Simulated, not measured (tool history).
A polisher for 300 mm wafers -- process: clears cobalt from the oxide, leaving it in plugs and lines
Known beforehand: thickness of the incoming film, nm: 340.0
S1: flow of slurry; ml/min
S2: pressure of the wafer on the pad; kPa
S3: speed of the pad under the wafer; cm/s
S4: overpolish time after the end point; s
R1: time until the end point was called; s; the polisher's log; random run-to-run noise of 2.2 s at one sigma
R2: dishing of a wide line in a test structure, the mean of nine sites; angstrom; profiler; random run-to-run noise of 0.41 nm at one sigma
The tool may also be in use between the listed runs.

Run 1, day 0: S1 245 ml/min, S2 8.3 kPa, S3 94 cm/s, S4 17 s. Result: R1 126.14 s, R2 324.74 angstrom.
Run 2, day 0.175: S1 245 ml/min, S2 8.3 kPa, S3 94 cm/s, S4 15 s. Result: R1 129.24 s, R2 290.9 angstrom.
Run 3, day 0.525: S1 245 ml/min, S2 8.3 kPa, S3 94 cm/s, S4 14 s. Result: R1 126.96 s, R2 269.15 angstrom.
Run 4, day 0.767: S1 245 ml/min, S2 6.9 kPa, S3 94 cm/s, S4 14 s. Result: R1 149.99 s, R2 246.97 angstrom.
Run 5, day 0.946: S1 245 ml/min, S2 6.9 kPa, S3 94 cm/s, S4 9 s. Result: R1 144.45 s, R2 167.8 angstrom.
Run 6, day 1.292: S1 190 ml/min, S2 6.9 kPa, S3 94 cm/s, S4 9 s. Result: R1 150.31 s, R2 163.76 angstrom.
At day 1.588: slurry nozzle cleaned.
Run 7, day 1.588: S1 190 ml/min, S2 6.9 kPa, S3 94 cm/s, S4 10 s. Result: R1 146.99 s, R2 185.59 angstrom.

Expected results for the next run?
Run 8, day 1.875: S1 190 ml/min, S2 6.9 kPa, S3 94 cm/s, S4 10 s. Result: R1 ?, R2 ?.

R1: 145.17 s
R2: 189.69 angstrom
